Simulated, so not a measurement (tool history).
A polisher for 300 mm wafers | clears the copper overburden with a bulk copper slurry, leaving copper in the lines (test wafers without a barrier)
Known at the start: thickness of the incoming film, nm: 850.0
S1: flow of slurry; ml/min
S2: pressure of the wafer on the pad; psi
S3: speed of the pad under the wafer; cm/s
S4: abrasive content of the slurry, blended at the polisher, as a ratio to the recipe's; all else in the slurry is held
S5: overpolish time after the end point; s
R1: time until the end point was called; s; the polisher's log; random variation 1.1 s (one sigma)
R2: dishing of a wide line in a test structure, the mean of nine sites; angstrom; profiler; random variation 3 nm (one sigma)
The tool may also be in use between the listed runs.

| run | hour | S1 | S2 | S3 | S4 | S5 | R1 | R2 |
|---|---|---|---|---|---|---|---|---|
| 1 | 0.0 | 220 | 3.5 | 92 | 1.0 | 26 | 83.287 | 1166.1 |
| 2 | 0.6 | 220 | 3.5 | 92 | 0.8 | 26 | 89.043 | 1148.1 |
| 3 | 3.8 | 220 | 3.5 | 106 | 0.8 | 26 | 78.060 | 1267.0 |
| 4 | 11.2 | 250 | 3.5 | 106 | 0.8 | 26 | 77.713 | 1238.9 |
| 5 | 14.8 | 250 | 3.5 | 116 | 0.8 | 26 | 69.331 | 1271.9 |
| 6 | 20.0 | 250 | 3.6 | 116 | 0.8 | 28 | 68.866 | 1329.0 |
| 7 | 22.7 | 250 | 3.7 | 116 | 0.8 | 30 | 68.354 | 1354.7 |

Predict the results of run 8:
| 8 | 24.5 | 250 | 3.9 | 116 | 0.8 | 32 | ? | ? |

R1: 67.012 s
R2: 1427.1 angstrom

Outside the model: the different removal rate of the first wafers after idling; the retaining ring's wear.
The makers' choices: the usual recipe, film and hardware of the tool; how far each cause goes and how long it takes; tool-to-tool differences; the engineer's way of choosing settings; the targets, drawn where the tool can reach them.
